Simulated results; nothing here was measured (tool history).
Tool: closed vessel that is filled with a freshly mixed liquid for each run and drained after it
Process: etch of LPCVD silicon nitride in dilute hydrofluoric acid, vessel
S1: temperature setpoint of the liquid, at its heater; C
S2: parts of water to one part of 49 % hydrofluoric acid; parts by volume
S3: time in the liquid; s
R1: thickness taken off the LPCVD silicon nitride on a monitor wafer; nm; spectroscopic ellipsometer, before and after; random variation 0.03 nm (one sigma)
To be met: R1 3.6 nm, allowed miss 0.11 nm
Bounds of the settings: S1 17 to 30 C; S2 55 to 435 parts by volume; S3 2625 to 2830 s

run 1 day=0 | S1=22 S2=245 S3=2625 | R1=4.7956
run 2 day=0.325 | S1=22 S2=245 S3=2830 | R1=5.1412
run 3 day=0.712 | S1=22 S2=195 S3=2830 | R1=6.4234
run 4 day=1.021 | S1=21 S2=210 S3=2830 | R1=5.5728
run 5 day=1.225 | S1=18.5 S2=210 S3=2830 | R1=4.8011
run 6 day=1.629 | S1=18 S2=220 S3=2830 | R1=4.4397
run 7 day=1.892 | S1=18 S2=230 S3=2830 | R1=4.241
run 8 day=2.204 | S1=18 S2=235 S3=2830 | R1=4.1412
run 9 day=2.483 | S1=18 S2=240 S3=2830 | R1=4.039
run 10 day=2.85 | S1=17.5 S2=245 S3=2830 | R1=3.8295

5 next moves are on the table. One of them brings every result within its allowed miss. Which?
run A day=3.217 | S1=17 S2=215 S3=2690 | R1=?
run B day=3.217 | S1=20.5 S2=285 S3=2710 | R1=?
run C day=3.217 | S1=19 S2=280 S3=2715 | R1=?
run D day=3.217 | S1=17.5 S2=210 S3=2655 | R1=?
run E day=3.217 | S1=17 S2=255 S3=2640 | R1=?

move=A R1=4.0162
move=B R1=3.8772
move=C R1=3.5896
move=D R1=4.1925
move=E R1=3.349
A: further off than the last run
B: further off than the last run
C: meets every target
D: further off than the last run
E: takes the result that was furthest off past its target
The right move is C.
